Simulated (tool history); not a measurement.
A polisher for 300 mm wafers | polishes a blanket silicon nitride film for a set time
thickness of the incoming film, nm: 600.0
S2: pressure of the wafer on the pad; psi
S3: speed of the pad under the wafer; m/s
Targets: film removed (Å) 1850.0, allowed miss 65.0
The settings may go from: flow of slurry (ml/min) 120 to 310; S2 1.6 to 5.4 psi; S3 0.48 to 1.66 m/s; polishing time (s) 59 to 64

Run 1, hour 0.0: flow of slurry (ml/min) 200, S2 3.5 psi, S3 1.06 m/s, polishing time (s) 64. Result: film removed (Å) 1031.7.
Run 2, hour 5.1: flow of slurry (ml/min) 200, S2 4.1 psi, S3 1.06 m/s, polishing time (s) 64. Result: film removed (Å) 1155.6.
Run 3, hour 13.7: flow of slurry (ml/min) 205, S2 4.3 psi, S3 1.10 m/s, polishing time (s) 64. Result: film removed (Å) 1230.6.
Run 4, hour 22.3: flow of slurry (ml/min) 205, S2 4.3 psi, S3 1.22 m/s, polishing time (s) 64. Result: film removed (Å) 1352.3.
Run 5, hour 25.8: flow of slurry (ml/min) 205, S2 4.3 psi, S3 1.36 m/s, polishing time (s) 64. Result: film removed (Å) 1456.6.
Run 6, hour 26.4: flow of slurry (ml/min) 205, S2 4.3 psi, S3 1.62 m/s, polishing time (s) 64. Result: film removed (Å) 1710.8.
Run 7, hour 34.0: flow of slurry (ml/min) 205, S2 4.4 psi, S3 1.62 m/s, polishing time (s) 64. Result: film removed (Å) 1736.7.
Run 8, hour 35.8: flow of slurry (ml/min) 210, S2 4.5 psi, S3 1.62 m/s, polishing time (s) 64. Result: film removed (Å) 1777.4.

Which of these 5 next moves meets every target?
Run A, hour 37.6: flow of slurry (ml/min) 185, S2 4.7 psi, S3 1.62 m/s, polishing time (s) 60. Result: film removed (Å) ?.
Run B, hour 37.6: flow of slurry (ml/min) 165, S2 4.9 psi, S3 1.46 m/s, polishing time (s) 64. Result: film removed (Å) ?.
Run C, hour 37.6: flow of slurry (ml/min) 210, S2 4.6 psi, S3 1.66 m/s, polishing time (s) 64. Result: film removed (Å) ?.
Run D, hour 37.6: flow of slurry (ml/min) 190, S2 4.7 psi, S3 1.62 m/s, polishing time (s) 63. Result: film removed (Å) ?.
Run E, hour 37.6: flow of slurry (ml/min) 170, S2 4.5 psi, S3 1.62 m/s, polishing time (s) 64. Result: film removed (Å) ?.

move  film removed (Å)
   A            1678.8
   B            1654.7
   C            1846.2
   D            1773.5
   E            1696.7
A: further off than the last run
B: further off than the last run
C: meets every target
D: further off than the last run
E: further off than the last run
The right move is C.
